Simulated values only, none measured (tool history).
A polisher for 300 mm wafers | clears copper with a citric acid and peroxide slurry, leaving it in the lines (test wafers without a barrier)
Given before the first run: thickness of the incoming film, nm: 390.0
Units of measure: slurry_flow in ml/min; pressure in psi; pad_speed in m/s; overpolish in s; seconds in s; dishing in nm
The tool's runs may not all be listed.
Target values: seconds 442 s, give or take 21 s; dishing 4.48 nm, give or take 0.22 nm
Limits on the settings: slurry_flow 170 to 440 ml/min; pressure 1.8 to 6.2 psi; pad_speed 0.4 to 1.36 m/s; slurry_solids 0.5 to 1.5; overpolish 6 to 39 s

run,hour,slurry_flow,pressure,pad_speed,slurry_solids,overpolish,seconds,dishing
1,0,280,4,0.88,1,20,153.16,32.914
2,6,265,3.7,0.82,0.95,18,185.42,25.553
3,13.7,265,3.7,0.82,0.75,18,196.68,23.814
4,20.2,285,3.5,0.78,0.7,17,222.97,20.514
5,25.6,270,3.3,0.76,0.7,16,244.58,18.244
6,28.8,270,3.3,0.92,0.7,16,208.56,21.279
7,31.9,260,3.2,0.86,0.7,15,218.43,17.837
8,34.1,250,3,0.82,0.7,14,247.1,15.381
9,36.9,240,2.9,0.78,0.75,13,260.37,13.384
10,42.1,230,2.8,0.74,0.8,12,277.21,11.816
11,46.5,225,2.7,0.7,0.85,11,299.93,10.096
12,47.9,220,2.6,0.68,0.9,10,309.71,8.4913
13,53.9,220,2.6,0.68,0.9,10,324.14,8.7044
14,56.8,215,2.5,0.66,0.95,10,336.27,8.47
15,65.1,210,2.4,0.64,1,10,353.55,7.926
16,66.7,205,2.4,0.62,1.05,10,363.23,7.5928
17,71,200,2.4,0.6,1.1,10,364.01,7.5063
18,76,200,2.4,0.6,1.1,10,362.88,7.6016
19,81.8,195,2.3,0.58,1.15,10,398.71,7.1779
20,90.5,190,2.3,0.58,1.05,10,404.59,6.8469
21,94.2,190,2.2,0.58,1.1,10,411.46,6.8892
22,99.9,190,2.9,0.42,0.85,6,453.97,3.6328
23,102.4,195,2.9,0.42,0.85,6,462.72,3.618
24,106.2,195,3.1,0.42,0.85,11,436.02,7.0081

Exactly one of the 4 candidate moves below puts every result within its allowed miss. Which one?
A,110,205,3.2,0.4,0.9,17,?,?
B,110,275,2.9,0.4,0.8,10,?,?
C,110,180,3.1,0.44,0.75,16,?,?
D,110,190,2.5,0.52,0.85,7,?,?

move,seconds,dishing
A,429.91,10.737
B,475.73,5.8031
C,434.55,10.018
D,434.95,4.4597
A: its largest miss is bigger than the last run's
B: better than the last run, though not everything is in spec
C: its largest miss is bigger than the last run's
D: each result inside its tolerance
Go with D: it meets all targets.
